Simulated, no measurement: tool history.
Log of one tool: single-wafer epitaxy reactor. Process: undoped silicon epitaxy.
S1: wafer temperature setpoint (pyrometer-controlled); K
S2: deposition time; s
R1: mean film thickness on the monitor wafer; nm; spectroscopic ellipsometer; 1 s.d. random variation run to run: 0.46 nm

| run | hour | S1 | S2 | R1 |
|---|---|---|---|---|
| 1 | 0.0 | 948.15 | 445 | 128.55 |
| 2 | 6.6 | 948.15 | 471 | 136.46 |
| 3 | 15.2 | 949.15 | 471 | 139.47 |
| 4 | 17.9 | 944.15 | 471 | 126.10 |
| 5 | 26.7 | 944.15 | 449 | 120.88 |
| 6 | 31.9 | 944.15 | 477 | 128.07 |

Forecast run 7:
| 7 | 38.8 | 945.15 | 477 | ? |

Run 7 yielded R1 130.25 nm.

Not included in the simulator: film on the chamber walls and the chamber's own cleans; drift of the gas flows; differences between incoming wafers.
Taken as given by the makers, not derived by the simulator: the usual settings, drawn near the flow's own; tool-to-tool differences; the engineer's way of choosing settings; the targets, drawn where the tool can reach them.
